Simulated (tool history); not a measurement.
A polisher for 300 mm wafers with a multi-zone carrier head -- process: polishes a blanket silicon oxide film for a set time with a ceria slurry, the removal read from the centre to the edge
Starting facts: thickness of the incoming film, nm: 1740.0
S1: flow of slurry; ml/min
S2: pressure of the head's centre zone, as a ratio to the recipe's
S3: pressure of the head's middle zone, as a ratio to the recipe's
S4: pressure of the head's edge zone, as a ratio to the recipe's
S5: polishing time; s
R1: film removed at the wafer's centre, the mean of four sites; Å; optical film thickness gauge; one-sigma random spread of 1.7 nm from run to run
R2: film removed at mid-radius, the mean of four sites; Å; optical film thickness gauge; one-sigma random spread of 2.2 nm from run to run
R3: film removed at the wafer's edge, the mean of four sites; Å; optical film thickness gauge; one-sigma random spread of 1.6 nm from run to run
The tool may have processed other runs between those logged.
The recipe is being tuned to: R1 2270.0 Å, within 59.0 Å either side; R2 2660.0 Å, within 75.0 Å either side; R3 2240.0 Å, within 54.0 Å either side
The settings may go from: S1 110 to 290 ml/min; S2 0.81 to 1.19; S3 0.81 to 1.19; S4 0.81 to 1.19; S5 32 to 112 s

| run | hour | S1 | S2 | S3 | S4 | S5 | R1 | R2 | R3 |
|---|---|---|---|---|---|---|---|---|---|
| 1 | 0.0 | 185 | 1.00 | 1.00 | 1.00 | 72 | 3260.6 | 3290.4 | 3327.0 |
| 2 | 5.1 | 185 | 1.00 | 1.00 | 0.94 | 72 | 3175.9 | 3303.1 | 3235.0 |
| 3 | 13.5 | 185 | 1.00 | 1.00 | 1.01 | 72 | 3217.4 | 3288.1 | 3319.4 |
| 4 | 21.9 | 185 | 1.00 | 1.04 | 0.95 | 64 | 2884.6 | 3007.8 | 2859.1 |
| 5 | 28.1 | 185 | 1.00 | 1.11 | 0.95 | 64 | 2890.8 | 3251.9 | 2869.9 |
| 6 | 31.4 | 155 | 1.00 | 1.11 | 0.95 | 64 | 2763.4 | 3074.5 | 2785.4 |
| 7 | 38.8 | 150 | 0.99 | 1.12 | 0.91 | 61 | 2581.8 | 2917.4 | 2633.1 |
| 8 | 41.2 | 150 | 0.99 | 1.12 | 0.91 | 61 | 2576.4 | 2921.7 | 2592.1 |

Exercise: of the 5 proposed moves below, exactly one satisfies all targets within the stated allowed misses. Which move is it?
| A | 43.6 | 175 | 0.84 | 1.19 | 0.91 | 63 | ? | ? | ? |
| B | 43.6 | 130 | 0.98 | 1.15 | 0.85 | 56 | ? | ? | ? |
| C | 43.6 | 145 | 1.19 | 1.15 | 0.83 | 57 | ? | ? | ? |
| D | 43.6 | 110 | 1.11 | 0.86 | 1.02 | 70 | ? | ? | ? |
| E | 43.6 | 160 | 0.92 | 1.07 | 1.12 | 67 | ? | ? | ? |

| move | R1 | R2 | R3 |
|---|---|---|---|
| A | 2354.5 | 3315.9 | 2738.0 |
| B | 2270.0 | 2677.8 | 2251.9 |
| C | 2896.2 | 2797.0 | 2311.8 |
| D | 3036.1 | 2492.4 | 2974.2 |
| E | 2689.4 | 3160.7 | 3185.1 |
A: misses by more than the last run did
B: in spec on every target
C: misses by more than the last run did
D: misses by more than the last run did
E: misses by more than the last run did
Answer: B
